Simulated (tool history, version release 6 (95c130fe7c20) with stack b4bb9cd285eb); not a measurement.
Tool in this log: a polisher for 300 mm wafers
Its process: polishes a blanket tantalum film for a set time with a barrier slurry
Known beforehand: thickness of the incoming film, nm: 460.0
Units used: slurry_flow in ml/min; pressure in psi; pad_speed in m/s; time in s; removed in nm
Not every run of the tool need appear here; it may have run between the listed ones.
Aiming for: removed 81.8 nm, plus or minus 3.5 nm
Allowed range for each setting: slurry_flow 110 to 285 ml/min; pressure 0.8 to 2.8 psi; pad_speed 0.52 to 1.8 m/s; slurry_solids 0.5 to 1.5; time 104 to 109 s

run	day	slurry_flow	pressure	pad_speed	slurry_solids	time	removed
1	0	180	1.8	1.16	1	104	151.15
2	0.342	180	1.6	1.14	1	104	133.98
3	0.679	150	1.6	1.14	1	104	130.89
4	0.925	150	1.4	1.12	1	104	112.28
5	1.075	190	1.4	1.12	1	104	114.55
6	1.175	190	1.3	1.12	1	104	107.49
7	1.312	185	0.8	1.1	1	104	66.908
8	1.633	185	0.9	1.1	1	104	74.286
9	1.888	185	0.9	1.1	1	104	75.793

Consider the 5 candidate settings below. Which is the only one whose results all fall within their allowed miss of target?
A	2.142	205	1	0.94	1.05	104	?
B	2.142	180	1.1	1.08	0.95	109	?
C	2.142	280	0.9	1.3	0.85	106	?
D	2.142	180	1.2	0.9	0.85	109	?
E	2.142	165	0.9	1.1	1.05	104	?

move	removed
A	73.325
B	91.617
C	89.79
D	80.496
E	74.786
A: the biggest miss grows against the last run
B: pushes the last run's worst result past its target
C: pushes the last run's worst result past its target
D: all results land within tolerance of their targets
E: the biggest miss grows against the last run
Correct choice: D, which meets every target

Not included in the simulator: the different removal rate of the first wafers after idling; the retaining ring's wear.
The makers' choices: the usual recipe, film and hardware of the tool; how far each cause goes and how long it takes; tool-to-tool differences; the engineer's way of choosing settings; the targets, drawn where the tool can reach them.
